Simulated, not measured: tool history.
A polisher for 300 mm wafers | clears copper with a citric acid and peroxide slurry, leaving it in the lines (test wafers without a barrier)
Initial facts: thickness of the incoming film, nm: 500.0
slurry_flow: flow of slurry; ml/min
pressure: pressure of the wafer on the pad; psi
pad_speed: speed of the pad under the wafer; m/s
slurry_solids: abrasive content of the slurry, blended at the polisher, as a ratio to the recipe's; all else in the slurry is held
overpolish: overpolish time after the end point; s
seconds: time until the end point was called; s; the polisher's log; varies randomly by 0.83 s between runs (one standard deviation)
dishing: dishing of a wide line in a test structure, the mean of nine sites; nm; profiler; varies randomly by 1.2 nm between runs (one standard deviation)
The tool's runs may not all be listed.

run 1 hour=0 | slurry_flow=225 pressure=4.1 pad_speed=1.22 slurry_solids=1 overpolish=22 | seconds=120.13 dishing=53.563
run 2 hour=1.3 | slurry_flow=225 pressure=4.1 pad_speed=1.06 slurry_solids=1 overpolish=22 | seconds=134.53 dishing=48.34
run 3 hour=7 | slurry_flow=270 pressure=4.1 pad_speed=1.06 slurry_solids=1 overpolish=22 | seconds=134.56 dishing=49.909
run 4 hour=8 | slurry_flow=270 pressure=4.1 pad_speed=0.92 slurry_solids=1 overpolish=22 | seconds=152.69 dishing=43.523
run 5 hour=15.7 | slurry_flow=270 pressure=4.1 pad_speed=0.92 slurry_solids=1 overpolish=15 | seconds=154.17 dishing=31.553
run 6 hour=17.7 | slurry_flow=295 pressure=4.1 pad_speed=0.92 slurry_solids=1 overpolish=15 | seconds=154.14 dishing=32.758
run 7 hour=21.3 | slurry_flow=295 pressure=4.6 pad_speed=0.92 slurry_solids=1 overpolish=18 | seconds=139.96 dishing=39.674
run 8 hour=27.7 | slurry_flow=295 pressure=4.6 pad_speed=0.92 slurry_solids=1 overpolish=18 | seconds=140.05 dishing=39.684
run 9 hour=28.8 | slurry_flow=295 pressure=5 pad_speed=0.96 slurry_solids=1 overpolish=20 | seconds=126.93 dishing=48.437
run 10 hour=37.4 | slurry_flow=295 pressure=5.4 pad_speed=0.98 slurry_solids=1 overpolish=21 | seconds=118.19 dishing=51.091
run 11 hour=46.3 | slurry_flow=295 pressure=5.6 pad_speed=1 slurry_solids=1 overpolish=23 | seconds=114.26 dishing=59.907
run 12 hour=51.3 | slurry_flow=295 pressure=5.8 pad_speed=1.02 slurry_solids=1 overpolish=23 | seconds=108.81 dishing=58.902
run 13 hour=60 | slurry_flow=295 pressure=5.9 pad_speed=1.02 slurry_solids=1 overpolish=24 | seconds=106.26 dishing=62.047
run 14 hour=67.4 | slurry_flow=295 pressure=6 pad_speed=1.02 slurry_solids=1 overpolish=25 | seconds=106.53 dishing=65.961
run 15 hour=69.7 | slurry_flow=295 pressure=6.1 pad_speed=1.02 slurry_solids=1 overpolish=25 | seconds=104.58 dishing=67.566

Run 16, settings as shown, results not yet in. Your forecast:
run 16 hour=78.4 | slurry_flow=295 pressure=6.1 pad_speed=1.02 slurry_solids=1 overpolish=25 | seconds=? dishing=?

Run 16 measured seconds 103.5 s, dishing 66.667 nm.

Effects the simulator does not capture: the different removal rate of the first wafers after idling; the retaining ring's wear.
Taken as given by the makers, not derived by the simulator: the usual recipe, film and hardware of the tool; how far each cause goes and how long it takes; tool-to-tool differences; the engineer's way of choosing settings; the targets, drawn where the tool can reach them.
